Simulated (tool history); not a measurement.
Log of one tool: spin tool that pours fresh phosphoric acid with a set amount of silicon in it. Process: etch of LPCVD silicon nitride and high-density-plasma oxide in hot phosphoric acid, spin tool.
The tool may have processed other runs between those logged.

run  hour  temperature setpoint of the liquid (C)  silicon dissolved in the acid as it is poured (mg a litre)  time under the liquid (s)  thickness taken off the LPCVD silicon nitride on a monitor wafer (nm)  thickness taken off the high-density-plasma oxide on a monitor wafer (nm)
  1     0                                     162                                                        11.5                        180                                                                 17.398                                                                    0.68562
  2   7.1                                     162                                                           9                        180                                                                 17.273                                                                     0.7219
  3  10.2                                     163                                                           9                        180                                                                 17.783                                                                    0.79114
  4  10.8                                     163                                                           9                        115                                                                 11.428                                                                    0.51528
  5  14.5                                     162                                                           9                        115                                                                 10.931                                                                    0.46797
  6  15.4                                     163                                                        10.5                        135                                                                 13.248                                                                    0.56334

Run 7 is up next; what results do you expect?
  7  18.8                                     164                                                          11                        145                                                                      ?                                                                          ?

thickness taken off the LPCVD silicon nitride on a monitor wafer (nm): 14.926
thickness taken off the high-density-plasma oxide on a monitor wafer (nm): 0.67651
